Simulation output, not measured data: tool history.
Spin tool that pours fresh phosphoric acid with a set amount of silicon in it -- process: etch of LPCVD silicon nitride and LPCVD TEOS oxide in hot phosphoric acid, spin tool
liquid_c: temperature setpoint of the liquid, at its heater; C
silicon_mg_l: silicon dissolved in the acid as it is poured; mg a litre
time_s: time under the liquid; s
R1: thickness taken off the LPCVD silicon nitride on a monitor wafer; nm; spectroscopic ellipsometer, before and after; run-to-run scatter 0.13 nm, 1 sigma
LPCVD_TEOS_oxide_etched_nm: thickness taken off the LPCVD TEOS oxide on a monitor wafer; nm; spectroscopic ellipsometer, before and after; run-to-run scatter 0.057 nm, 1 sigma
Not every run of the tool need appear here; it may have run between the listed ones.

Run 1, hour 0.0: liquid_c 164.0 C, silicon_mg_l 10.5 mg a litre, time_s 180 s. Result: R1 17.624 nm, LPCVD_TEOS_oxide_etched_nm 0.49937 nm.
Run 2, hour 5.1: liquid_c 164.0 C, silicon_mg_l 10.5 mg a litre, time_s 105 s. Result: R1 10.268 nm, LPCVD_TEOS_oxide_etched_nm 0.31881 nm.
Run 3, hour 5.7: liquid_c 164.0 C, silicon_mg_l 10.5 mg a litre, time_s 135 s. Result: R1 13.134 nm, LPCVD_TEOS_oxide_etched_nm 0.42510 nm.
Run 4, hour 6.9: liquid_c 165.0 C, silicon_mg_l 7.5 mg a litre, time_s 160 s. Result: R1 16.086 nm, LPCVD_TEOS_oxide_etched_nm 0.54379 nm.
Run 5, hour 12.1: liquid_c 166.0 C, silicon_mg_l 5.5 mg a litre, time_s 175 s. Result: R1 18.237 nm, LPCVD_TEOS_oxide_etched_nm 0.63175 nm.
Run 6, hour 20.2: liquid_c 166.5 C, silicon_mg_l 4.0 mg a litre, time_s 185 s. Result: R1 19.675 nm, LPCVD_TEOS_oxide_etched_nm 0.70123 nm.
Run 7, hour 27.1: liquid_c 167.0 C, silicon_mg_l 3.0 mg a litre, time_s 195 s. Result: R1 21.087 nm, LPCVD_TEOS_oxide_etched_nm 0.85539 nm.
Run 8, hour 30.8: liquid_c 167.0 C, silicon_mg_l 3.0 mg a litre, time_s 195 s. Result: R1 20.762 nm, LPCVD_TEOS_oxide_etched_nm 0.92850 nm.
Run 9, hour 36.5: liquid_c 167.0 C, silicon_mg_l 4.0 mg a litre, time_s 205 s. Result: R1 22.014 nm, LPCVD_TEOS_oxide_etched_nm 0.86738 nm.
Run 10, hour 45.2: liquid_c 167.0 C, silicon_mg_l 3.0 mg a litre, time_s 210 s. Result: R1 22.752 nm, LPCVD_TEOS_oxide_etched_nm 0.90422 nm.
Run 11, hour 50.6: liquid_c 167.5 C, silicon_mg_l 2.5 mg a litre, time_s 215 s. Result: R1 23.571 nm, LPCVD_TEOS_oxide_etched_nm 1.01400 nm.

The next listed run, before its measurement:
Run 12, hour 56.3: liquid_c 167.5 C, silicon_mg_l 2.5 mg a litre, time_s 220 s. Result: R1 ?, LPCVD_TEOS_oxide_etched_nm ?.

{"run 12": {"R1": 24.134, "LPCVD_TEOS_oxide_etched_nm": 1.0328}}
